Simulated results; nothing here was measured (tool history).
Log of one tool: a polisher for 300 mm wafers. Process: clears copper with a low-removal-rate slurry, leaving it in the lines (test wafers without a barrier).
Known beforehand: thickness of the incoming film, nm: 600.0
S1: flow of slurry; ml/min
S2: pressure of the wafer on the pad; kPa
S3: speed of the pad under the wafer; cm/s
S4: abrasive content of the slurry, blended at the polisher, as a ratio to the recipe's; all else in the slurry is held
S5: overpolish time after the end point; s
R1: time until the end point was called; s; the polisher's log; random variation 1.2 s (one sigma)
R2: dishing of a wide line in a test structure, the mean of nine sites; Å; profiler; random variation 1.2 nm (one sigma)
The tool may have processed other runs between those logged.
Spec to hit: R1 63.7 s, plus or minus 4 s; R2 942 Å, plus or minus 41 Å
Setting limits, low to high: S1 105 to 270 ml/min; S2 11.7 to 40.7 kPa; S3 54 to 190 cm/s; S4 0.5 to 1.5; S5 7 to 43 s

{"run": 1, "hour": 0.0, "S1": 175, "S2": 26.2, "S3": 122, "S4": 1, "S5": 22, "R1": 116.77, "R2": 621.7}
{"run": 2, "hour": 8.0, "S1": 180, "S2": 31, "S3": 124, "S4": 1, "S5": 21, "R1": 98.621, "R2": 720.53}
{"run": 3, "hour": 9.2, "S1": 180, "S2": 25.5, "S3": 124, "S4": 1, "S5": 21, "R1": 117.7, "R2": 605.16}
{"run": 4, "hour": 16.8, "S1": 180, "S2": 25.5, "S3": 124, "S4": 1.1, "S5": 21, "R1": 119.11, "R2": 626.67}
{"run": 5, "hour": 23.7, "S1": 180, "S2": 21.4, "S3": 124, "S4": 1.1, "S5": 21, "R1": 135.82, "R2": 533.13}
{"run": 6, "hour": 31.1, "S1": 180, "S2": 21.4, "S3": 98, "S4": 1.1, "S5": 21, "R1": 170.82, "R2": 438.78}
{"run": 7, "hour": 34.8, "S1": 180, "S2": 27.6, "S3": 110, "S4": 1.05, "S5": 20, "R1": 120.04, "R2": 575.9}
{"run": 8, "hour": 41.5, "S1": 180, "S2": 31.7, "S3": 116, "S4": 1.05, "S5": 19, "R1": 102.85, "R2": 639.27}
{"run": 9, "hour": 42.4, "S1": 185, "S2": 34.5, "S3": 122, "S4": 1.05, "S5": 19, "R1": 90.6, "R2": 719.37}
{"run": 10, "hour": 46.8, "S1": 185, "S2": 36.5, "S3": 128, "S4": 1.05, "S5": 19, "R1": 80.653, "R2": 766.08}

Which single option among these 5 for the next run brings every result within its allowed miss of target? Just one does.
{"run": "A", "hour": 51.2, "S1": 135, "S2": 35.9, "S3": 118, "S4": 1.1, "S5": 17, "R1": "?", "R2": "?"}
{"run": "B", "hour": 51.2, "S1": 180, "S2": 40.7, "S3": 174, "S4": 1, "S5": 19, "R1": "?", "R2": "?"}
{"run": "C", "hour": 51.2, "S1": 210, "S2": 40.7, "S3": 126, "S4": 1.15, "S5": 13, "R1": "?", "R2": "?"}
{"run": "D", "hour": 51.2, "S1": 180, "S2": 35.2, "S3": 166, "S4": 1.25, "S5": 20, "R1": "?", "R2": "?"}
{"run": "E", "hour": 51.2, "S1": 180, "S2": 40.7, "S3": 174, "S4": 1.05, "S5": 21, "R1": "?", "R2": "?"}

move=A R1=92.001 R2=647.33
move=B R1=55.335 R2=1004.2
move=C R1=72.169 R2=638.76
move=D R1=63.931 R2=936.17
move=E R1=54.821 R2=1071.5
A: its largest miss is bigger than the last run's
B: takes the biggest miss from the last run beyond its target
C: its largest miss is bigger than the last run's
D: every result lands within tolerance
E: takes the biggest miss from the last run beyond its target
D is the move that brings every result within its allowed miss.

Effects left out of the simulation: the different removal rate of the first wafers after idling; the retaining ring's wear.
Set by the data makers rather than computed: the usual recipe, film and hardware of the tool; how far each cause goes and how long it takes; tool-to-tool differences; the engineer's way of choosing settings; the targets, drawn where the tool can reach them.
